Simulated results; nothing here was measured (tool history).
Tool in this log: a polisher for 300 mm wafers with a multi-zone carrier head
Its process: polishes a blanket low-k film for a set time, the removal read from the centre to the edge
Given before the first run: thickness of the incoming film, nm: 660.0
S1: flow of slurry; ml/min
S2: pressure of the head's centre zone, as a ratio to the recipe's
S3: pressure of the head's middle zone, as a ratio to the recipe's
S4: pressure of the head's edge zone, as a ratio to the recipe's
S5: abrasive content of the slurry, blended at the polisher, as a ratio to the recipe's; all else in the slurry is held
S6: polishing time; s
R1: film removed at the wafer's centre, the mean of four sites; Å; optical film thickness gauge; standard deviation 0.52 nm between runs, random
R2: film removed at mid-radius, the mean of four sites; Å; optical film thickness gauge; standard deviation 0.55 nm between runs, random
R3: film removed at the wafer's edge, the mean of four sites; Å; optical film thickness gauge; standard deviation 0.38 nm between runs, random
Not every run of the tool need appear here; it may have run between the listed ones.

Run 1, hour 0: S1 200 ml/min, S2 1, S3 1, S4 1, S5 1, S6 90 s. Result: R1 303.16 Å, R2 266.08 Å, R3 271.07 Å.
Run 2, hour 7.8: S1 210 ml/min, S2 1, S3 1.04, S4 1, S5 1.1, S6 92 s. Result: R1 318.23 Å, R2 287.92 Å, R3 287.52 Å.
Run 3, hour 16.4: S1 170 ml/min, S2 1, S3 1.04, S4 1, S5 1.1, S6 92 s. Result: R1 314.41 Å, R2 283.85 Å, R3 281.15 Å.
Run 4, hour 25: S1 170 ml/min, S2 1, S3 0.99, S4 1, S5 1.1, S6 92 s. Result: R1 314.78 Å, R2 269.05 Å, R3 280.42 Å.
Run 5, hour 32.7: S1 170 ml/min, S2 1, S3 0.99, S4 1, S5 1.3, S6 92 s. Result: R1 323.08 Å, R2 284.42 Å, R3 291.77 Å.
Run 6, hour 38.2: S1 180 ml/min, S2 1.01, S3 1.03, S4 0.99, S5 1.35, S6 95 s. Result: R1 341.58 Å, R2 302.02 Å, R3 309.28 Å.
Run 7, hour 45.8: S1 175 ml/min, S2 1, S3 1.06, S4 0.95, S5 1.35, S6 101 s. Result: R1 361.18 Å, R2 335.69 Å, R3 317.48 Å.
Run 8, hour 48.8: S1 180 ml/min, S2 1, S3 1.09, S4 0.95, S5 1.4, S6 104 s. Result: R1 385.85 Å, R2 354.58 Å, R3 338.92 Å.

What does the tool deliver on the next run?
At hour 55.4: centre zone pressure recalibrated.
Run 9, hour 55.4: S1 185 ml/min, S2 0.99, S3 1.11, S4 0.93, S5 1.4, S6 107 s. Result: R1 ?, R2 ?, R3 ?.

{"run 9": {"R1": 346.8, "R2": 369.55, "R3": 340.52}}

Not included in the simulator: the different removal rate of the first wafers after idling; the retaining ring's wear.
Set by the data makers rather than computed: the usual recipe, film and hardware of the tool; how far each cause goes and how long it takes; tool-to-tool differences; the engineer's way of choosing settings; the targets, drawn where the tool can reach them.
